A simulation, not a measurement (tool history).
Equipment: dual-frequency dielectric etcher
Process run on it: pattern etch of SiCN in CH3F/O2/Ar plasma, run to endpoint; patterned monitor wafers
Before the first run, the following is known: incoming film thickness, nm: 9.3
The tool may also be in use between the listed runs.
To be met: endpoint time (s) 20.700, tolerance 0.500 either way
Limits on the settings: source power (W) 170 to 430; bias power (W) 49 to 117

| run | day | source power (W) | bias power (W) | endpoint time (s) |
|---|---|---|---|---|
| 1 | 0.000 | 300 | 83 | 25.308 |
| 2 | 0.258 | 300 | 70 | 27.906 |
| 3 | 0.321 | 300 | 58 | 30.609 |
| 4 | 0.667 | 260 | 58 | 33.056 |
| 5 | 0.962 | 310 | 64 | 28.966 |
| 6 | 1.100 | 340 | 70 | 26.193 |
| 7 | 1.292 | 360 | 74 | 24.672 |
| 8 | 1.321 | 380 | 77 | 23.864 |
| 9 | 1.542 | 390 | 80 | 23.030 |
| 10 | 1.575 | 400 | 82 | 22.350 |

Pick the move, out of 4, that brings all results within their allowed miss; only one does.
| A | 1.608 | 380 | 79 | ? |
| B | 1.608 | 430 | 100 | ? |
| C | 1.608 | 360 | 85 | ? |
| D | 1.608 | 410 | 93 | ? |

| move | endpoint time (s) |
|---|---|
| A | 23.264 |
| B | 19.618 |
| C | 23.000 |
| D | 20.751 |
A: misses by more than the last run did
B: carries the result that was furthest off beyond its target, to the other side
C: misses by more than the last run did
D: meets every target
So the answer is move D, the one that meets all the targets.

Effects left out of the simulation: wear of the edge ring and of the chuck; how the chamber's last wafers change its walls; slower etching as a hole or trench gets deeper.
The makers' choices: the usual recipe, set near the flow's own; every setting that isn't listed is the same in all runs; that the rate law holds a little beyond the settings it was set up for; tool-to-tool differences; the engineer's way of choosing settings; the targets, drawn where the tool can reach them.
